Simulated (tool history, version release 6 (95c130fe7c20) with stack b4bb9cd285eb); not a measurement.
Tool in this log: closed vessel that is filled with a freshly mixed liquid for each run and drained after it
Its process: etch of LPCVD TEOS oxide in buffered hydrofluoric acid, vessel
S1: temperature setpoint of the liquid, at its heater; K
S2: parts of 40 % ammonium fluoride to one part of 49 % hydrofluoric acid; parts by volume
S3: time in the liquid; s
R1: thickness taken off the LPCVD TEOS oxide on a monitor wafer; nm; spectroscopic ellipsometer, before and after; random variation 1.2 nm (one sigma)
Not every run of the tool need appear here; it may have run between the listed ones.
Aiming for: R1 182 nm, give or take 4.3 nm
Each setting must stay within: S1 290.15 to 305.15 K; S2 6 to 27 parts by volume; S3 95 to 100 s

| run | hour | S1 | S2 | S3 | R1 |
|---|---|---|---|---|---|
| 1 | 0 | 297.15 | 16.5 | 95 | 332.14 |
| 2 | 1.4 | 297.15 | 13.5 | 95 | 401.51 |
| 3 | 9.5 | 297.15 | 10.5 | 95 | 517.83 |
| 4 | 12.1 | 297.15 | 10.5 | 95 | 517.63 |
| 5 | 17.4 | 294.65 | 13.5 | 95 | 354.27 |
| 6 | 18.3 | 293.15 | 15.5 | 95 | 287.79 |
| 7 | 27.2 | 293.15 | 15.5 | 95 | 280.7 |
| 8 | 28.6 | 292.15 | 16.5 | 95 | 251.51 |
| 9 | 32 | 291.65 | 17.5 | 95 | 234.63 |
| 10 | 33 | 290.15 | 21.5 | 95 | 177.32 |

Consider the 4 candidate settings below. Which is the only one whose results all fall within their allowed miss of target?
| A | 34 | 290.15 | 19 | 95 | ? |
| B | 34 | 291.15 | 22.5 | 100 | ? |
| C | 34 | 290.15 | 22 | 95 | ? |
| D | 34 | 291.15 | 22.5 | 95 | ? |

| move | R1 |
|---|---|
| A | 195.79 |
| B | 191.2 |
| C | 174.25 |
| D | 181.64 |
A: takes the result that was furthest off past its target
B: takes the result that was furthest off past its target
C: further off than the last run
D: all results in spec
So the answer is move D, the one that meets all the targets.
